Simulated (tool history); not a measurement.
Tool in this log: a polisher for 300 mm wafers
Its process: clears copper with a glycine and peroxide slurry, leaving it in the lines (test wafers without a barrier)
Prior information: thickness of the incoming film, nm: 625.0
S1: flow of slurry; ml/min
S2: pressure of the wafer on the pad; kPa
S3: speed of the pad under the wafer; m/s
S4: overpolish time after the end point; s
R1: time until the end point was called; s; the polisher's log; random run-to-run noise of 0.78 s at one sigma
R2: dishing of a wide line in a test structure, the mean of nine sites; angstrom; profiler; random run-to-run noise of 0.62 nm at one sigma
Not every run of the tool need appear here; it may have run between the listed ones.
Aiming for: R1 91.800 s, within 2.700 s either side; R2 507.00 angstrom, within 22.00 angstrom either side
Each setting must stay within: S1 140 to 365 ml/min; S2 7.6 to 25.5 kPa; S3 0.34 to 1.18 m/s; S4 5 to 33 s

run  hour   S1    S2    S3  S4       R1      R2
  1   0.0  235  16.5  0.76  17  144.640  458.13
  2   4.6  235  16.5  0.76  11  145.020  327.52
  3   5.9  235  17.9  0.76  11  137.420  344.28
  4  11.2  235  17.9  0.76   5  135.700  173.78
  5  14.0  195  17.9  0.76   5  140.860  171.65
  6  15.2  205  18.6  0.78   6  131.600  212.89
  7  18.1  205  19.3  0.80   7  126.170  254.01
  8  21.2  200  23.4  0.88  12  100.520  484.17
  9  29.9  210  23.4  0.88  12   99.548  473.00
 10  38.3  220  23.4  0.88  12   99.518  495.64
 11  46.3  225  23.4  0.88  12   98.601  484.09

4 next moves are on the table. One of them brings every result within its allowed miss. Which?
  A  54.3  210  25.5  0.96  10   ?   ?
  B  54.3  195  24.8  1.00  13   ?   ?
  C  54.3  280  25.5  0.86  12   ?   ?
  D  54.3  250  25.5  0.98  12   ?   ?

move      R1      R2
   A  87.491  451.97
   B  87.428  548.63
   C  92.688  498.45
   D  84.691  530.86
A: moves the result that the last run missed by most past its target, out the other side
B: moves the result that the last run missed by most past its target, out the other side
C: every result lands within tolerance
D: moves the result that the last run missed by most past its target, out the other side
So the answer is move C, the one that meets all the targets.
